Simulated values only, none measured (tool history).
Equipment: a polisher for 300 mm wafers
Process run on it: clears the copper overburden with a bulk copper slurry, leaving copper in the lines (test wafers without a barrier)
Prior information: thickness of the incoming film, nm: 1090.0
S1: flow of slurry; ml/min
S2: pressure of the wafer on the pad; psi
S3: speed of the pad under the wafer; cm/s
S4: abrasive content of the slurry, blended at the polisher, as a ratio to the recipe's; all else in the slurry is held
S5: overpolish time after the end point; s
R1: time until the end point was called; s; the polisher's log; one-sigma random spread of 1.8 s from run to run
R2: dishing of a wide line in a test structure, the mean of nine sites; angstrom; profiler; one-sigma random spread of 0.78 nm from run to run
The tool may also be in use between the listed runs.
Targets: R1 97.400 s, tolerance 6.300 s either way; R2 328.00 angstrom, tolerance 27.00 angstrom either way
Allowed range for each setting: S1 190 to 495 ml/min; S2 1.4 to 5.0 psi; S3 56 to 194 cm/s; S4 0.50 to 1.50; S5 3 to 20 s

run 1 hour=0.0 | S1=320 S2=3.2 S3=124 S4=1.00 S5=10 | R1=106.300 R2=579.90
run 2 hour=6.2 | S1=320 S2=3.2 S3=124 S4=1.20 S5=10 | R1=104.450 R2=612.41
run 3 hour=10.7 | S1=320 S2=3.2 S3=140 S4=1.20 S5=10 | R1=99.369 R2=631.27
run 4 hour=15.4 | S1=325 S2=3.2 S3=142 S4=1.10 S5=9 | R1=98.602 R2=610.82
run 5 hour=16.0 | S1=300 S2=3.5 S3=128 S4=1.00 S5=8 | R1=102.740 R2=547.69
run 6 hour=20.3 | S1=300 S2=3.5 S3=128 S4=1.00 S5=11 | R1=98.355 R2=634.83
run 7 hour=25.4 | S1=280 S2=3.8 S3=120 S4=0.90 S5=10 | R1=101.030 R2=614.92
run 8 hour=27.5 | S1=370 S2=2.9 S3=150 S4=1.15 S5=5 | R1=95.810 R2=388.71
run 9 hour=28.1 | S1=385 S2=2.7 S3=152 S4=1.20 S5=3 | R1=98.958 R2=247.09
run 10 hour=31.4 | S1=380 S2=2.7 S3=152 S4=1.20 S5=3 | R1=96.179 R2=241.51
run 11 hour=32.4 | S1=375 S2=2.7 S3=152 S4=1.20 S5=3 | R1=101.620 R2=252.48

Next run, 4 choices. One meets every target within its allowed miss, the rest don't. Which?
run A hour=33.4 | S1=375 S2=3.4 S3=130 S4=0.95 S5=3 | R1=? R2=?
run B hour=33.4 | S1=410 S2=2.4 S3=168 S4=1.15 S5=5 | R1=? R2=?
run C hour=33.4 | S1=385 S2=3.0 S3=166 S4=1.15 S5=5 | R1=? R2=?
run D hour=33.4 | S1=415 S2=2.9 S3=148 S4=1.15 S5=4 | R1=? R2=?

move=A R1=100.660 R2=254.31
move=B R1=97.469 R2=393.76
move=C R1=87.273 R2=430.65
move=D R1=96.590 R2=334.09
A: about the same distance from the targets as the last run
B: takes the result that was furthest off past its target
C: takes the result that was furthest off past its target
D: in spec on every target
Answer: D

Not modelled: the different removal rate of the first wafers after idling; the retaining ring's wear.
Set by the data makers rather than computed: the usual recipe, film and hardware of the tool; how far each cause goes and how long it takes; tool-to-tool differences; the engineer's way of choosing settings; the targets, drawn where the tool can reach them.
